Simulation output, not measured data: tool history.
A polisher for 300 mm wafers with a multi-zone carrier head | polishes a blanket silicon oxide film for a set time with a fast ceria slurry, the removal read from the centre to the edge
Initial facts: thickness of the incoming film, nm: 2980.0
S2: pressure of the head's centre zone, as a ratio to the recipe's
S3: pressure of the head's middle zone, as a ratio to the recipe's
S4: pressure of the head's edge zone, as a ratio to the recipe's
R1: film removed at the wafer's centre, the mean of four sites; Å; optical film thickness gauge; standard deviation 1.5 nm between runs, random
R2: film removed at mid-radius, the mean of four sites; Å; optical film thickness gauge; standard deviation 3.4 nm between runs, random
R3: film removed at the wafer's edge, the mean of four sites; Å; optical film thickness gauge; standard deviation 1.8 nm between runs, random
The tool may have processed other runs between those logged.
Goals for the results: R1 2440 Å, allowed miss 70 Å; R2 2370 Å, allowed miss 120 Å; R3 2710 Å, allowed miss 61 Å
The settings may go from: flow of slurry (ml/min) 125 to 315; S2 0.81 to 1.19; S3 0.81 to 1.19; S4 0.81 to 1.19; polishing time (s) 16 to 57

{"run": 1, "hour": 0.0, "flow of slurry (ml/min)": 205, "S2": 1, "S3": 1, "S4": 1, "polishing time (s)": 36, "R1": 4731.8, "R2": 4740.2, "R3": 4730}
{"run": 2, "hour": 2.1, "flow of slurry (ml/min)": 185, "S2": 0.96, "S3": 0.94, "S4": 0.97, "polishing time (s)": 30, "R1": 3766.4, "R2": 3959.5, "R3": 3887.2}
{"run": 3, "hour": 7.8, "flow of slurry (ml/min)": 165, "S2": 0.96, "S3": 0.89, "S4": 1.01, "polishing time (s)": 25, "R1": 3059.7, "R2": 3023.9, "R3": 3260.7}
{"run": 4, "hour": 8.7, "flow of slurry (ml/min)": 155, "S2": 0.95, "S3": 0.87, "S4": 1.01, "polishing time (s)": 23, "R1": 2764, "R2": 2758, "R3": 2972.9}
{"run": 5, "hour": 11.6, "flow of slurry (ml/min)": 145, "S2": 0.94, "S3": 0.85, "S4": 1.02, "polishing time (s)": 22, "R1": 2593.4, "R2": 2501.6, "R3": 2849.1}
{"run": 6, "hour": 12.5, "flow of slurry (ml/min)": 140, "S2": 0.93, "S3": 0.84, "S4": 1.01, "polishing time (s)": 22, "R1": 2561.4, "R2": 2522.7, "R3": 2805.6}
{"run": 7, "hour": 14.9, "flow of slurry (ml/min)": 135, "S2": 0.93, "S3": 0.83, "S4": 1.01, "polishing time (s)": 22, "R1": 2521.5, "R2": 2507.7, "R3": 2816}
{"run": 8, "hour": 16.0, "flow of slurry (ml/min)": 135, "S2": 0.93, "S3": 0.82, "S4": 1.01, "polishing time (s)": 22, "R1": 2542.6, "R2": 2448.9, "R3": 2809.9}

Which of these 5 next moves meets every target?
{"run": "A", "hour": 17.1, "flow of slurry (ml/min)": 125, "S2": 0.93, "S3": 0.81, "S4": 1.1, "polishing time (s)": 22, "R1": "?", "R2": "?", "R3": "?"}
{"run": "B", "hour": 17.1, "flow of slurry (ml/min)": 125, "S2": 0.9, "S3": 0.91, "S4": 1.02, "polishing time (s)": 23, "R1": "?", "R2": "?", "R3": "?"}
{"run": "C", "hour": 17.1, "flow of slurry (ml/min)": 125, "S2": 0.87, "S3": 0.83, "S4": 1.06, "polishing time (s)": 22, "R1": "?", "R2": "?", "R3": "?"}
{"run": "D", "hour": 17.1, "flow of slurry (ml/min)": 135, "S2": 0.94, "S3": 0.83, "S4": 1.04, "polishing time (s)": 21, "R1": "?", "R2": "?", "R3": "?"}
{"run": "E", "hour": 17.1, "flow of slurry (ml/min)": 135, "S2": 1.01, "S3": 0.81, "S4": 1.13, "polishing time (s)": 21, "R1": "?", "R2": "?", "R3": "?"}

move=A R1=2519.3 R2=2462.6 R3=2904
move=B R1=2552.3 R2=2753.4 R3=2921.4
move=C R1=2361.1 R2=2497.6 R3=2850
move=D R1=2457.8 R2=2407.3 R3=2714.4
move=E R1=2636.1 R2=2373.3 R3=2830.5
A: moves away from the targets compared with the last run
B: moves away from the targets compared with the last run
C: moves away from the targets compared with the last run
D: in spec on every target
E: moves away from the targets compared with the last run
D meets every target.
